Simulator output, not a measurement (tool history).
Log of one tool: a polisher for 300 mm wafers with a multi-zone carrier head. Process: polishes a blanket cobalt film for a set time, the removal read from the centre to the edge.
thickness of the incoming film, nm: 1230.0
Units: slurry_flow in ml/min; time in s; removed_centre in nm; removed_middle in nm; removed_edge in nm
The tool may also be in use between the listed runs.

{"run": 1, "hour": 0.0, "slurry_flow": 180, "centre_zone": 1, "middle_zone": 1, "edge_zone": 1, "time": 56, "removed_centre": 238.89, "removed_middle": 258.42, "removed_edge": 254.45}
{"run": 2, "hour": 2.6, "slurry_flow": 180, "centre_zone": 0.99, "middle_zone": 1, "edge_zone": 0.99, "time": 54, "removed_centre": 225.05, "removed_middle": 247.22, "removed_edge": 247.75}
{"run": 3, "hour": 7.6, "slurry_flow": 180, "centre_zone": 0.99, "middle_zone": 1.01, "edge_zone": 0.98, "time": 52, "removed_centre": 212.76, "removed_middle": 236.83, "removed_edge": 236.64}
{"run": 4, "hour": 11.3, "slurry_flow": 180, "centre_zone": 0.95, "middle_zone": 1.01, "edge_zone": 0.98, "time": 52, "removed_centre": 206.26, "removed_middle": 244.43, "removed_edge": 237.3}
{"run": 5, "hour": 13.4, "slurry_flow": 180, "centre_zone": 0.95, "middle_zone": 1.01, "edge_zone": 0.97, "time": 51, "removed_centre": 201.65, "removed_middle": 236, "removed_edge": 232.34}
{"run": 6, "hour": 15.2, "slurry_flow": 205, "centre_zone": 0.95, "middle_zone": 1.01, "edge_zone": 0.97, "time": 51, "removed_centre": 205.69, "removed_middle": 240.2, "removed_edge": 232.04}
{"run": 7, "hour": 20.4, "slurry_flow": 210, "centre_zone": 0.95, "middle_zone": 1.01, "edge_zone": 0.96, "time": 50, "removed_centre": 202.83, "removed_middle": 237.46, "removed_edge": 230.23}
{"run": 8, "hour": 26.2, "slurry_flow": 210, "centre_zone": 0.95, "middle_zone": 1.01, "edge_zone": 0.95, "time": 49, "removed_centre": 200.76, "removed_middle": 235.58, "removed_edge": 221.99}
{"hour": 31.9, "done": "centre zone pressure recalibrated"}
{"run": 9, "hour": 31.9, "slurry_flow": 210, "centre_zone": 0.94, "middle_zone": 1, "edge_zone": 0.94, "time": 48, "removed_centre": 204.33, "removed_middle": 225.46, "removed_edge": 220.97}
{"run": 10, "hour": 37.3, "slurry_flow": 210, "centre_zone": 0.93, "middle_zone": 1, "edge_zone": 0.93, "time": 47, "removed_centre": 200.04, "removed_middle": 218.93, "removed_edge": 215.42}
{"run": 11, "hour": 44.6, "slurry_flow": 210, "centre_zone": 0.92, "middle_zone": 1.01, "edge_zone": 0.93, "time": 46, "removed_centre": 188.21, "removed_middle": 220.28, "removed_edge": 210.98}
{"run": 12, "hour": 50.6, "slurry_flow": 210, "centre_zone": 0.91, "middle_zone": 1.01, "edge_zone": 0.92, "time": 45, "removed_centre": 185.77, "removed_middle": 215.54, "removed_edge": 200.35}
{"run": 13, "hour": 54.6, "slurry_flow": 205, "centre_zone": 0.9, "middle_zone": 1.01, "edge_zone": 0.92, "time": 45, "removed_centre": 186.01, "removed_middle": 210.65, "removed_edge": 200.85}
{"run": 14, "hour": 56.0, "slurry_flow": 200, "centre_zone": 0.89, "middle_zone": 1.01, "edge_zone": 0.92, "time": 45, "removed_centre": 181.88, "removed_middle": 213.43, "removed_edge": 203.58}

Run 15 comes next. What will it give?
{"run": 15, "hour": 60.3, "slurry_flow": 200, "centre_zone": 0.88, "middle_zone": 1.01, "edge_zone": 0.92, "time": 44, "removed_centre": "?", "removed_middle": "?", "removed_edge": "?"}

removed_centre: 175.31 nm
removed_middle: 212.34 nm
removed_edge: 197.85 nm
